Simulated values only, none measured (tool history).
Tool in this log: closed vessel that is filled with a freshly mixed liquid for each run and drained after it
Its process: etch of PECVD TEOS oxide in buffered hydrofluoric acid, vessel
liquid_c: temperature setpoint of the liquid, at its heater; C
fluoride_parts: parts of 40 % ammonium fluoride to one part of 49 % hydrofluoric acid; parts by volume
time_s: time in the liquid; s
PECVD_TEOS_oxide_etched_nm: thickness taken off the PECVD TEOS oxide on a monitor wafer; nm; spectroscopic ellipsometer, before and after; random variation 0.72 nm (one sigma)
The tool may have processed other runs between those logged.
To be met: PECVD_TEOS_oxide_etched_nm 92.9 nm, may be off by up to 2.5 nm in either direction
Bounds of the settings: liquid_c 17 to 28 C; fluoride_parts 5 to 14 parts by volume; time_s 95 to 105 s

Run 1, hour 0: liquid_c 20 C, fluoride_parts 8.5 parts by volume, time_s 95 s. Result: PECVD_TEOS_oxide_etched_nm 120.73 nm.
Run 2, hour 2.1: liquid_c 20 C, fluoride_parts 8.5 parts by volume, time_s 105 s. Result: PECVD_TEOS_oxide_etched_nm 134.53 nm.
Run 3, hour 3: liquid_c 20 C, fluoride_parts 6.5 parts by volume, time_s 105 s. Result: PECVD_TEOS_oxide_etched_nm 175.3 nm.
Run 4, hour 3.9: liquid_c 22 C, fluoride_parts 6.5 parts by volume, time_s 105 s. Result: PECVD_TEOS_oxide_etched_nm 196.01 nm.
Run 5, hour 8.5: liquid_c 21 C, fluoride_parts 7 parts by volume, time_s 105 s. Result: PECVD_TEOS_oxide_etched_nm 171.44 nm.
Run 6, hour 14.3: liquid_c 21 C, fluoride_parts 7 parts by volume, time_s 95 s. Result: PECVD_TEOS_oxide_etched_nm 155.38 nm.
Run 7, hour 22.3: liquid_c 20.5 C, fluoride_parts 7.5 parts by volume, time_s 95 s. Result: PECVD_TEOS_oxide_etched_nm 139.96 nm.
At hour 25.3: thermometer replaced.
Run 8, hour 25.3: liquid_c 20 C, fluoride_parts 8 parts by volume, time_s 95 s. Result: PECVD_TEOS_oxide_etched_nm 148.13 nm.
Run 9, hour 34.1: liquid_c 20 C, fluoride_parts 8 parts by volume, time_s 95 s. Result: PECVD_TEOS_oxide_etched_nm 145.33 nm.
Run 10, hour 37.7: liquid_c 19.5 C, fluoride_parts 8.5 parts by volume, time_s 95 s. Result: PECVD_TEOS_oxide_etched_nm 133.17 nm.

Exercise: of the 4 proposed moves below, exactly one satisfies all targets within the stated allowed misses. Which move is it?
Run A, hour 41.3: liquid_c 20 C, fluoride_parts 10.5 parts by volume, time_s 95 s. Result: PECVD_TEOS_oxide_etched_nm ?.
Run B, hour 41.3: liquid_c 18 C, fluoride_parts 11.5 parts by volume, time_s 95 s. Result: PECVD_TEOS_oxide_etched_nm ?.
Run C, hour 41.3: liquid_c 17 C, fluoride_parts 12.5 parts by volume, time_s 95 s. Result: PECVD_TEOS_oxide_etched_nm ?.
Run D, hour 41.3: liquid_c 21 C, fluoride_parts 7 parts by volume, time_s 105 s. Result: PECVD_TEOS_oxide_etched_nm ?.

move  PECVD_TEOS_oxide_etched_nm
   A                      113.78
   B                      93.012
   C                      80.977
   D                      195.61
A: nearer than the last run, and not there yet
B: every result within its allowed miss
C: carries the result that was furthest off beyond its target, to the other side
D: the biggest miss grows against the last run
Answer: B
